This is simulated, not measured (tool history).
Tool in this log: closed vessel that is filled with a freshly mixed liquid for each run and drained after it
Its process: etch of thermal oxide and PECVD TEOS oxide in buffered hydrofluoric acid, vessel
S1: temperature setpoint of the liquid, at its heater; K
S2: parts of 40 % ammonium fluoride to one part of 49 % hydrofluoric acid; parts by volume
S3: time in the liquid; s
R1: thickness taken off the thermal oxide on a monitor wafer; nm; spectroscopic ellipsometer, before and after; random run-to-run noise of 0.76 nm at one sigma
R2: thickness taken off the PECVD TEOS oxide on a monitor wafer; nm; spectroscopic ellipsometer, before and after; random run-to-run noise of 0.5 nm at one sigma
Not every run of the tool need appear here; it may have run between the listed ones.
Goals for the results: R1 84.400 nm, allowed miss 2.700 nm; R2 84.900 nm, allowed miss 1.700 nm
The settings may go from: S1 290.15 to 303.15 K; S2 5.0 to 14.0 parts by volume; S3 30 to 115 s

Run 1, hour 0.0: S1 295.15 K, S2 8.5 parts by volume, S3 60 s. Result: R1 71.507 nm, R2 72.432 nm.
Run 2, hour 5.1: S1 296.15 K, S2 8.5 parts by volume, S3 60 s. Result: R1 76.418 nm, R2 76.978 nm.
Run 3, hour 13.0: S1 292.65 K, S2 8.5 parts by volume, S3 60 s. Result: R1 62.735 nm, R2 62.564 nm.
Run 4, hour 15.0: S1 294.15 K, S2 8.5 parts by volume, S3 60 s. Result: R1 69.082 nm, R2 69.683 nm.
Run 5, hour 21.8: S1 295.15 K, S2 8.5 parts by volume, S3 60 s. Result: R1 71.775 nm, R2 72.903 nm.
Run 6, hour 25.9: S1 295.65 K, S2 8.5 parts by volume, S3 60 s. Result: R1 74.455 nm, R2 74.920 nm.
Run 7, hour 27.2: S1 296.15 K, S2 8.5 parts by volume, S3 60 s. Result: R1 76.502 nm, R2 76.901 nm.
Run 8, hour 28.0: S1 296.15 K, S2 8.5 parts by volume, S3 60 s. Result: R1 75.249 nm, R2 77.233 nm.

5 candidate next runs follow, results not yet known. Just one meets every target within its allowed miss. Identify it.
Run A, hour 28.8: S1 300.15 K, S2 8.5 parts by volume, S3 50 s. Result: R1 ?, R2 ?.
Run B, hour 28.8: S1 298.65 K, S2 8.5 parts by volume, S3 55 s. Result: R1 ?, R2 ?.
Run C, hour 28.8: S1 303.15 K, S2 10.0 parts by volume, S3 40 s. Result: R1 ?, R2 ?.
Run D, hour 28.8: S1 296.65 K, S2 9.0 parts by volume, S3 65 s. Result: R1 ?, R2 ?.
Run E, hour 28.8: S1 294.15 K, S2 7.0 parts by volume, S3 60 s. Result: R1 ?, R2 ?.

move      R1      R2
   A  78.909  78.706
   B  80.084  79.878
   C  65.090  64.922
   D  79.795  79.589
   E  84.244  84.027
A: nearer than the last run, and not there yet
B: nearer than the last run, and not there yet
C: its largest miss is bigger than the last run's
D: nearer than the last run, and not there yet
E: all results land within tolerance of their targets
Go with E: it meets all targets.

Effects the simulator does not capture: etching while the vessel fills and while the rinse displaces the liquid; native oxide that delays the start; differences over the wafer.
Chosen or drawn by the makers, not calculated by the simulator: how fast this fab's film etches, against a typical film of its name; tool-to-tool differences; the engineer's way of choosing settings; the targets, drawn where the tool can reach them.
